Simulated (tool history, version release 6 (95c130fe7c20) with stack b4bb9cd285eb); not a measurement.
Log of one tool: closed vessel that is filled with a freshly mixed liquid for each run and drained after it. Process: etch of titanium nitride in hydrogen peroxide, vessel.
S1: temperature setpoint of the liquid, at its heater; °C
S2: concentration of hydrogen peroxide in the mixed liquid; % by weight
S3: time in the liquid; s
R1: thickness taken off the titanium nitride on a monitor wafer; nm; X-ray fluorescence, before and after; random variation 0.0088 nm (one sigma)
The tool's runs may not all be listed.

run 1 hour=0.0 | S1=51.0 S2=24.5 S3=95 | R1=2.7180
run 2 hour=4.4 | S1=50.0 S2=24.5 S3=95 | R1=2.5368
run 3 hour=6.0 | S1=50.0 S2=19.5 S3=95 | R1=2.4240
run 4 hour=10.3 | S1=50.0 S2=23.0 S3=95 | R1=2.4972
run 5 hour=19.4 | S1=50.0 S2=23.0 S3=70 | R1=1.8610
run 6 hour=26.5 | S1=50.0 S2=20.0 S3=70 | R1=1.7841
run 7 hour=34.2 | S1=49.5 S2=20.0 S3=70 | R1=1.7422

Forecast run 8:
run 8 hour=41.4 | S1=49.0 S2=20.0 S3=70 | R1=?

Run 8 gave R1 1.6643 nm.
